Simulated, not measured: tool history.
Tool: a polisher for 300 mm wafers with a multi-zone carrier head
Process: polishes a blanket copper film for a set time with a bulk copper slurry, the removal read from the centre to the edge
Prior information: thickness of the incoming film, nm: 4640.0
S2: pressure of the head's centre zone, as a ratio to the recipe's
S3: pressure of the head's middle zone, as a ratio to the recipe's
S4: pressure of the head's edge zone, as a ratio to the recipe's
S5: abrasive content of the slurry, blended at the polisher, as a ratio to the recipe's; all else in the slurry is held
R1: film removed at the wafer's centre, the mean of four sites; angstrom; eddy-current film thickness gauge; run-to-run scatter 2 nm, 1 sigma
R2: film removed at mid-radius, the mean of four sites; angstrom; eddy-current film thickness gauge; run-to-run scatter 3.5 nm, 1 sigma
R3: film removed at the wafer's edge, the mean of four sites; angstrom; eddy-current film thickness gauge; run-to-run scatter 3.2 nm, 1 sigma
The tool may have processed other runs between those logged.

Run 1, hour 0.0: flow of slurry (ml/min) 310, S2 1.00, S3 1.00, S4 1.00, S5 1.00, polishing time (s) 40. Result: R1 2360.3 angstrom, R2 2475.3 angstrom, R3 2397.0 angstrom.
Run 2, hour 5.3: flow of slurry (ml/min) 310, S2 1.04, S3 1.00, S4 1.00, S5 1.00, polishing time (s) 40. Result: R1 2438.6 angstrom, R2 2509.8 angstrom, R3 2387.4 angstrom.
Run 3, hour 9.1: flow of slurry (ml/min) 310, S2 1.04, S3 1.00, S4 1.00, S5 0.80, polishing time (s) 40. Result: R1 2216.4 angstrom, R2 2268.4 angstrom, R3 2200.1 angstrom.
Run 4, hour 11.6: flow of slurry (ml/min) 315, S2 1.01, S3 1.03, S4 1.02, S5 0.85, polishing time (s) 40. Result: R1 2244.9 angstrom, R2 2398.9 angstrom, R3 2268.5 angstrom.
Run 5, hour 16.0: flow of slurry (ml/min) 315, S2 0.98, S3 1.05, S4 1.04, S5 0.90, polishing time (s) 40. Result: R1 2210.9 angstrom, R2 2469.2 angstrom, R3 2322.6 angstrom.
Run 6, hour 23.6: flow of slurry (ml/min) 315, S2 0.96, S3 1.07, S4 1.05, S5 0.95, polishing time (s) 40. Result: R1 2231.8 angstrom, R2 2617.8 angstrom, R3 2324.8 angstrom.
Run 7, hour 25.4: flow of slurry (ml/min) 315, S2 0.86, S3 1.06, S4 1.15, S5 1.10, polishing time (s) 43. Result: R1 2213.1 angstrom, R2 2911.2 angstrom, R3 2822.4 angstrom.
Run 8, hour 31.9: flow of slurry (ml/min) 315, S2 0.86, S3 1.07, S4 1.14, S5 1.10, polishing time (s) 43. Result: R1 2218.1 angstrom, R2 2897.2 angstrom, R3 2757.3 angstrom.

The next listed run, before its measurement:
Run 9, hour 36.9: flow of slurry (ml/min) 315, S2 0.86, S3 1.08, S4 1.13, S5 1.10, polishing time (s) 43. Result: R1 ?, R2 ?, R3 ?.

R1: 2229.3 angstrom
R2: 2892.6 angstrom
R3: 2790.2 angstrom
